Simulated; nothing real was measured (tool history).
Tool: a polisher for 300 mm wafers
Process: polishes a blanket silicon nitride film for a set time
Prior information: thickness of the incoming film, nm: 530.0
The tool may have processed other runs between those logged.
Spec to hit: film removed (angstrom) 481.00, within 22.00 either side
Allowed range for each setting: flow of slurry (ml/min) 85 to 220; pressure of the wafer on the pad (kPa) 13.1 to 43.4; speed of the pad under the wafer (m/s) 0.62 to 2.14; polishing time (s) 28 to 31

run    day  flow of slurry (ml/min)  pressure of the wafer on the pad (kPa)  speed of the pad under the wafer (m/s)  polishing time (s)  film removed (angstrom)
  1  0.000                      140                                    28.3                                    1.38                  31                   598.73
  2  0.358                      115                                    28.3                                    1.38                  31                   557.81
  3  0.567                      115                                    35.2                                    1.38                  31                   656.18
  4  0.862                      115                                    33.8                                    1.38                  31                   645.51
     0.971  -- slurry nozzle cleaned
  5  0.971                      115                                    33.1                                    1.38                  31                   749.73
  6  1.325                      115                                    33.1                                    1.38                  31                   752.10
  7  1.700                      115                                    31.7                                    1.38                  31                   725.44
  8  2.046                      125                                    31.0                                    1.38                  31                   716.15
  9  2.196                      125                                    31.0                                    1.38                  31                   734.20

4 next moves are on the table. One of them brings every result within its allowed miss. Which?
  A  2.346                       90                                    24.1                                    0.80                  28                        ?
  B  2.346                       85                                    21.4                                    1.40                  28                        ?
  C  2.346                      105                                    27.6                                    1.06                  28                        ?
  D  2.346                       85                                    24.8                                    1.14                  28                        ?

move  film removed (angstrom)
   A                   365.66
   B                   435.58
   C                   492.43
   D                   438.71
A: takes the result that was furthest off past its target
B: takes the result that was furthest off past its target
C: in spec on every target
D: takes the result that was furthest off past its target
Correct choice: C, which meets every target

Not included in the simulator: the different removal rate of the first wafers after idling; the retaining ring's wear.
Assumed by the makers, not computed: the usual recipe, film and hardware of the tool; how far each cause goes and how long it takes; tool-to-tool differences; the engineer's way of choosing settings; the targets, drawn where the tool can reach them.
